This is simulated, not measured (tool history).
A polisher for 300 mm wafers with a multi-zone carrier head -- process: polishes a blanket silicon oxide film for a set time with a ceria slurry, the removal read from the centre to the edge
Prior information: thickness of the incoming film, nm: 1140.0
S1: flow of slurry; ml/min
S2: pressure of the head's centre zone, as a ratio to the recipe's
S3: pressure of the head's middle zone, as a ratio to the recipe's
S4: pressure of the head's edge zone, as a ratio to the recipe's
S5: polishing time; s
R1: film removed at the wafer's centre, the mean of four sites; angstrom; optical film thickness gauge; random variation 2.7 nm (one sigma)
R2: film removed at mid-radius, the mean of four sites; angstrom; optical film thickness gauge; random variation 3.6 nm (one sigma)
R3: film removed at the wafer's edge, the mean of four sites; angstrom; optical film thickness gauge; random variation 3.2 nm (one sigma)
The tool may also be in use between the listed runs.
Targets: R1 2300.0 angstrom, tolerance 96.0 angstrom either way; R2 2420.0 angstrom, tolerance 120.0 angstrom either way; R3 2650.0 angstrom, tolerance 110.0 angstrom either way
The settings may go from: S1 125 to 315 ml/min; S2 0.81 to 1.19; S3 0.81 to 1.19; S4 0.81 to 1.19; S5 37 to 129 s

run	day	S1	S2	S3	S4	S5	R1	R2	R3
1	0.000	205	1.00	1.00	1.00	83	3219.0	3231.9	3265.9
2	0.121	205	1.00	1.00	0.97	83	3276.1	3252.8	3201.6
3	0.421	200	0.98	0.99	0.97	81	3067.4	3051.6	3107.6
4	0.567	200	1.05	0.99	0.97	81	3299.6	3195.4	3131.4
5	0.929	195	1.02	0.99	0.97	80	3202.9	3083.3	3070.0
6	1.296	195	1.00	0.99	0.97	79	3038.9	3038.8	3073.7
7	1.650	195	0.99	0.98	0.96	78	3012.7	3088.7	3005.7
8	1.771	195	0.99	0.98	0.98	76	2934.5	2897.5	2910.2
9	1.971	190	0.97	0.97	0.98	75	2766.3	2836.4	2819.3
10	2.150	185	0.96	0.95	0.99	75	2719.7	2783.5	2864.7

Exactly one of the 4 candidate moves below puts every result within its allowed miss. Which one?
A	2.329	180	0.97	0.89	0.95	62	?	?	?
B	2.329	205	0.90	0.91	1.05	66	?	?	?
C	2.329	175	0.95	0.99	0.98	64	?	?	?
D	2.329	230	0.99	0.90	1.01	67	?	?	?

move	R1	R2	R3
A	2325.3	2193.7	2338.8
B	2352.1	2431.4	2627.0
C	2338.5	2462.6	2429.9
D	2677.7	2485.6	2660.2
A: brings the last run's worst result on target, with another outside its allowed miss
B: meets every target
C: brings the last run's worst result on target, with another outside its allowed miss
D: moves toward the targets from the last run without getting all of them in spec
B meets every target.

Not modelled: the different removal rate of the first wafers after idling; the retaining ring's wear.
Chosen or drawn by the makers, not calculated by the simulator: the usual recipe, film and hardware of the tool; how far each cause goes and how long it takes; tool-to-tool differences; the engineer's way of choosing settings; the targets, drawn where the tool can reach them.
